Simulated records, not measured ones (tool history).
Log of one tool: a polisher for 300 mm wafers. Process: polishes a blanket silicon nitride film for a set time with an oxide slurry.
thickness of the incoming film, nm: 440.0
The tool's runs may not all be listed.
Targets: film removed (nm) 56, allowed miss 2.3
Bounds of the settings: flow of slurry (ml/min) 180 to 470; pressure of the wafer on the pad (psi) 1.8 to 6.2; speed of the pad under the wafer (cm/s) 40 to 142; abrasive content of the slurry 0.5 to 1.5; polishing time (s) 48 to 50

run	day	flow of slurry (ml/min)	pressure of the wafer on the pad (psi)	speed of the pad under the wafer (cm/s)	abrasive content of the slurry	polishing time (s)	film removed (nm)
1	0	300	4	90	1	48	34.079
2	0.092	300	3.2	90	1	48	27.246
3	0.304	260	3.2	90	1	48	27.213
4	0.329	260	3.2	90	1	50	27.747
5	0.479	260	3.2	90	0.85	50	26.457
6	0.621	260	4.1	90	0.85	50	33.379
7	0.988	265	4.6	90	0.85	50	37.022
8	1.025	275	5.1	90	0.85	50	40.813
9	1.208	275	5.4	92	0.85	50	45.256
10	1.467	275	5.6	92	0.85	50	46.742

5 next moves are on the table. One of them brings every result within its allowed miss. Which?
A	1.725	250	4.6	108	1.15	50	?
B	1.725	310	5.2	102	1	50	?
C	1.725	305	5	114	0.8	50	?
D	1.725	260	4.8	114	0.8	48	?
E	1.725	330	6.2	96	0.9	50	?

move	film removed (nm)
A	49.051
B	50.723
C	48.399
D	44.13
E	55.132
A: nearer than the last run, and not there yet
B: nearer than the last run, and not there yet
C: nearer than the last run, and not there yet
D: further off than the last run
E: meets every target
Answer: E
